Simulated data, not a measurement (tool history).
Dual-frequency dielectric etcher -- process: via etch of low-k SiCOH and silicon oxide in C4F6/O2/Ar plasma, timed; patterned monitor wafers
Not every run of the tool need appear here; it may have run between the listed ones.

run  hour  source power (kW)  bias power (kW)  etch time (s)  mean etch depth across the wafer (angstrom)
  1     0               0.29            0.152             60                                       1340.3
  2   8.3               0.27            0.143           59.5                                       1270.9
  3  13.6               0.27             0.17           59.5                                       1327.3
  4  14.9               0.24             0.17           59.5                                       1252.1
  5  15.6               0.22            0.167           59.5                                       1209.3
  6  19.8               0.22            0.186           59.5                                       1242.8
  7  22.9               0.19            0.164             56                                       1069.5

Run 8 has not been measured yet. What should we expect?
  8  27.8                0.2            0.165             56                                            ?

mean etch depth across the wafer (angstrom): 1083.3

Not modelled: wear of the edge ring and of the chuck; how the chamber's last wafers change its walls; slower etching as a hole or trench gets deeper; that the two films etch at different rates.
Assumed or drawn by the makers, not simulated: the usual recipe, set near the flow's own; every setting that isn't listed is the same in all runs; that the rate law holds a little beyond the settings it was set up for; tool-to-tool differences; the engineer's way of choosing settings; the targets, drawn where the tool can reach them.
